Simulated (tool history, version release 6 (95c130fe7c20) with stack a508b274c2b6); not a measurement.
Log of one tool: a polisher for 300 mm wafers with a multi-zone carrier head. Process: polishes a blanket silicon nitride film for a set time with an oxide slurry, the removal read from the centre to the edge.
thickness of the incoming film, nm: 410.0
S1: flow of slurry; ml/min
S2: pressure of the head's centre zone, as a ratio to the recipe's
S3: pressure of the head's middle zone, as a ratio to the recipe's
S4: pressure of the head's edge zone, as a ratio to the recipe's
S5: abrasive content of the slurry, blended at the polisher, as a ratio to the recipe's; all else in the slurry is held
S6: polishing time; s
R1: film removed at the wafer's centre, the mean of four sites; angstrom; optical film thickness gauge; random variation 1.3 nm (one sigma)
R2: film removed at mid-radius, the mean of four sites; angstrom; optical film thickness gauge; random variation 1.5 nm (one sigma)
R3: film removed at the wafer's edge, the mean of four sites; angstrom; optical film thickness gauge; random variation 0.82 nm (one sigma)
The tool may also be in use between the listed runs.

| run | day | S1 | S2 | S3 | S4 | S5 | S6 | R1 | R2 | R3 |
|---|---|---|---|---|---|---|---|---|---|---|
| 1 | 0 | 215 | 1 | 1 | 1 | 1 | 79 | 853.28 | 851 | 815.02 |
| 2 | 0.288 | 215 | 1 | 1 | 1 | 0.9 | 79 | 804.18 | 828.7 | 780.31 |
| 3 | 0.329 | 220 | 1 | 1.01 | 1.02 | 0.95 | 79 | 828.98 | 857.64 | 812.9 |
| 4 | 0.575 | 220 | 1 | 1.01 | 1.02 | 0.95 | 60 | 634.7 | 629.58 | 610.67 |
| 5 | 0.625 | 220 | 1 | 1.01 | 1.02 | 0.75 | 60 | 558.62 | 555.92 | 535.16 |
| 6 | 0.867 | 220 | 1 | 1.01 | 0.97 | 0.75 | 60 | 559.63 | 564.53 | 530.13 |
| 7 | 0.946 | 225 | 1 | 1.01 | 0.99 | 0.9 | 62 | 639 | 651.15 | 598.79 |
| 8 | 1.25 | 230 | 0.98 | 0.91 | 1.09 | 1.15 | 73 | 846.55 | 785.13 | 848.28 |
| 9 | 1.392 | 235 | 0.99 | 0.93 | 1.1 | 1.2 | 73 | 849.17 | 803.3 | 870.04 |
| 10 | 1.508 | 260 | 1.09 | 1.03 | 1.04 | 1.45 | 78 | 1073.6 | 1027.9 | 978.51 |
| 11 | 1.533 | 260 | 1.08 | 1.03 | 1.05 | 1.45 | 78 | 1089.1 | 1022.7 | 969.74 |
| 12 | 1.729 | 260 | 1.08 | 1.03 | 1.05 | 1.45 | 78 | 1062.9 | 1039.7 | 986.92 |

The next listed run, before its measurement:
| 13 | 1.992 | 260 | 1.08 | 1.03 | 1.06 | 1.45 | 78 | ? | ? | ? |

Run 13 gave R1 1065.7 angstrom, R2 1062.9 angstrom, R3 988.8 angstrom.
